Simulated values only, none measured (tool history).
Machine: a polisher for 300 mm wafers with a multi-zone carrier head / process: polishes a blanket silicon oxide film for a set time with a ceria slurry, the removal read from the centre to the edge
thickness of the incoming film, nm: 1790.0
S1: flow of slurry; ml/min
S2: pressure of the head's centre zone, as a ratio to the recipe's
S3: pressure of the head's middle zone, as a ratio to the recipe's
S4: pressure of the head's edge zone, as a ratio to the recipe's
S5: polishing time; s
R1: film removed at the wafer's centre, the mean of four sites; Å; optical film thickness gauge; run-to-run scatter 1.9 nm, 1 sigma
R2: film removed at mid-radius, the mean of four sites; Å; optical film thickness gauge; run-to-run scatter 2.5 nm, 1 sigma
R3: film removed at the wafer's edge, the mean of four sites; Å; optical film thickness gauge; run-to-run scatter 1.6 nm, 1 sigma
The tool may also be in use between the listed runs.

run  hour   S1    S2    S3    S4  S5      R1      R2      R3
  1   0.0  240  1.00  1.00  1.00  72  2302.5  2262.6  2335.7
  2   0.7  240  1.00  0.93  1.00  72  2217.9  2143.4  2313.4
  3   8.2  275  1.00  0.93  1.00  72  2298.3  2173.9  2339.9
  4  11.1  280  0.99  0.97  1.02  72  2296.5  2227.8  2360.6
  5  13.5  280  0.98  1.01  1.03  73  2309.5  2382.3  2427.5
  6  15.1  280  0.98  1.01  0.94  73  2267.6  2302.0  2299.6
  7  23.7  280  0.98  1.03  0.97  73  2272.7  2338.7  2329.3

Run 8 comes next. What will it give?
  8  30.1  280  0.98  1.05  1.00  73   ?   ?   ?

{"run 8": {"R1": 2303.3, "R2": 2429.5, "R3": 2356.7}}
